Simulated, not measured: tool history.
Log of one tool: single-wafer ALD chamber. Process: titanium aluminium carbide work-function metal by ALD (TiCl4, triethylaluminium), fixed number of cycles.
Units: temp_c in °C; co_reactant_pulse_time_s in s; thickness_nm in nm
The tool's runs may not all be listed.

{"run": 1, "day": 0.0, "temp_c": 320, "co_reactant_pulse_time_s": 7.59, "thickness_nm": 2.0307}
{"run": 2, "day": 0.062, "temp_c": 320, "co_reactant_pulse_time_s": 8.82, "thickness_nm": 2.0641}
{"run": 3, "day": 0.142, "temp_c": 320, "co_reactant_pulse_time_s": 6.84, "thickness_nm": 1.9922}
{"run": 4, "day": 0.446, "temp_c": 316, "co_reactant_pulse_time_s": 6.54, "thickness_nm": 1.9558}
{"run": 5, "day": 0.658, "temp_c": 321, "co_reactant_pulse_time_s": 6.54, "thickness_nm": 1.9807}
{"run": 6, "day": 0.821, "temp_c": 328, "co_reactant_pulse_time_s": 6.54, "thickness_nm": 2.0317}

Run 7 comes next. What will it give?
{"run": 7, "day": 0.871, "temp_c": 323, "co_reactant_pulse_time_s": 6.06, "thickness_nm": "?"}

{"run 7": {"thickness_nm": 1.9737}}

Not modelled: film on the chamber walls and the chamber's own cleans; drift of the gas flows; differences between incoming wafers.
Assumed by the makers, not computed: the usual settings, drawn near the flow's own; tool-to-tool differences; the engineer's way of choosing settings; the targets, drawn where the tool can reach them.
